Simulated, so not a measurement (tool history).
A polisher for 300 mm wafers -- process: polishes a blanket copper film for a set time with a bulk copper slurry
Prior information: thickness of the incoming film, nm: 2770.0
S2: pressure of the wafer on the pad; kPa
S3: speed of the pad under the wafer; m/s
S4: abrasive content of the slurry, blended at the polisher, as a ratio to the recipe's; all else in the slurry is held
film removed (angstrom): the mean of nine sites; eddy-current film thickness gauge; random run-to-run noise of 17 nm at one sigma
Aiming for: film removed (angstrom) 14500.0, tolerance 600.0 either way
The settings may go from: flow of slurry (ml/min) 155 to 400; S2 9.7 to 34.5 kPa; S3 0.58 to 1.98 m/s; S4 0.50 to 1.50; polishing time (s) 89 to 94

{"run": 1, "day": 0.0, "flow of slurry (ml/min)": 255, "S2": 22.1, "S3": 1.28, "S4": 1.0, "polishing time (s)": 89, "film removed (angstrom)": 10098.0}
{"run": 2, "day": 0.267, "flow of slurry (ml/min)": 255, "S2": 17.2, "S3": 1.28, "S4": 1.0, "polishing time (s)": 89, "film removed (angstrom)": 7835.2}
{"run": 3, "day": 0.558, "flow of slurry (ml/min)": 255, "S2": 20.7, "S3": 1.3, "S4": 1.0, "polishing time (s)": 89, "film removed (angstrom)": 9758.6}
{"run": 4, "day": 0.771, "flow of slurry (ml/min)": 255, "S2": 22.8, "S3": 1.3, "S4": 1.0, "polishing time (s)": 89, "film removed (angstrom)": 10661.0}
{"run": 5, "day": 1.125, "flow of slurry (ml/min)": 255, "S2": 22.8, "S3": 1.54, "S4": 1.0, "polishing time (s)": 89, "film removed (angstrom)": 12370.0}
{"run": 6, "day": 1.4, "flow of slurry (ml/min)": 210, "S2": 22.8, "S3": 1.54, "S4": 1.0, "polishing time (s)": 89, "film removed (angstrom)": 12307.0}
{"run": 7, "day": 1.5, "flow of slurry (ml/min)": 210, "S2": 23.4, "S3": 1.54, "S4": 1.0, "polishing time (s)": 89, "film removed (angstrom)": 12743.0}
{"run": 8, "day": 1.592, "flow of slurry (ml/min)": 210, "S2": 24.1, "S3": 1.54, "S4": 1.0, "polishing time (s)": 89, "film removed (angstrom)": 12797.0}
{"run": 9, "day": 1.712, "flow of slurry (ml/min)": 215, "S2": 24.8, "S3": 1.54, "S4": 1.0, "polishing time (s)": 89, "film removed (angstrom)": 13277.0}
{"run": 10, "day": 2.004, "flow of slurry (ml/min)": 215, "S2": 25.5, "S3": 1.54, "S4": 1.0, "polishing time (s)": 89, "film removed (angstrom)": 13523.0}

Consider the 4 candidate settings below. Which is the only one whose results all fall within their allowed miss of target?
{"run": "A", "day": 2.296, "flow of slurry (ml/min)": 220, "S2": 25.5, "S3": 1.42, "S4": 1.0, "polishing time (s)": 89, "film removed (angstrom)": "?"}
{"run": "B", "day": 2.296, "flow of slurry (ml/min)": 200, "S2": 23.4, "S3": 1.48, "S4": 1.25, "polishing time (s)": 89, "film removed (angstrom)": "?"}
{"run": "C", "day": 2.296, "flow of slurry (ml/min)": 240, "S2": 21.4, "S3": 1.62, "S4": 1.1, "polishing time (s)": 89, "film removed (angstrom)": "?"}
{"run": "D", "day": 2.296, "flow of slurry (ml/min)": 180, "S2": 26.2, "S3": 1.5, "S4": 1.05, "polishing time (s)": 94, "film removed (angstrom)": "?"}

move=A film_removed_(angstrom)=12684.0
move=B film_removed_(angstrom)=12901.0
move=C film_removed_(angstrom)=12629.0
move=D film_removed_(angstrom)=14394.0
A: further off than the last run
B: further off than the last run
C: further off than the last run
D: every result within its allowed miss
Move D is the one to make.
